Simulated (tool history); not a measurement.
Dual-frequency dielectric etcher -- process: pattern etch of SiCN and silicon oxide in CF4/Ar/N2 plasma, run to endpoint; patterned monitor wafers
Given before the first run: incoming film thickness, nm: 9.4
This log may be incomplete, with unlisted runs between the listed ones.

run 1 hour=0 | source_power_(W)=480 bias_power_(W)=51 Ar_flow_(sccm)=108 CF4_flow_(sccm)=51 | endpoint_time_(s)=13.872
run 2 hour=2.1 | source_power_(W)=490 bias_power_(W)=51 Ar_flow_(sccm)=108 CF4_flow_(sccm)=51 | endpoint_time_(s)=13.739
run 3 hour=10.4 | source_power_(W)=490 bias_power_(W)=55 Ar_flow_(sccm)=108 CF4_flow_(sccm)=51 | endpoint_time_(s)=13.45
run 4 hour=16.9 | source_power_(W)=420 bias_power_(W)=55 Ar_flow_(sccm)=108 CF4_flow_(sccm)=51 | endpoint_time_(s)=15.107
run 5 hour=23.9 | source_power_(W)=440 bias_power_(W)=55 Ar_flow_(sccm)=108 CF4_flow_(sccm)=51 | endpoint_time_(s)=14.597
run 6 hour=30.9 | source_power_(W)=390 bias_power_(W)=55 Ar_flow_(sccm)=108 CF4_flow_(sccm)=51 | endpoint_time_(s)=16.125

What does the tool deliver on the next run?
run 7 hour=39.5 | source_power_(W)=420 bias_power_(W)=55 Ar_flow_(sccm)=108 CF4_flow_(sccm)=51 | endpoint_time_(s)=?

{"run 7": {"endpoint time (s)": 15.208}}
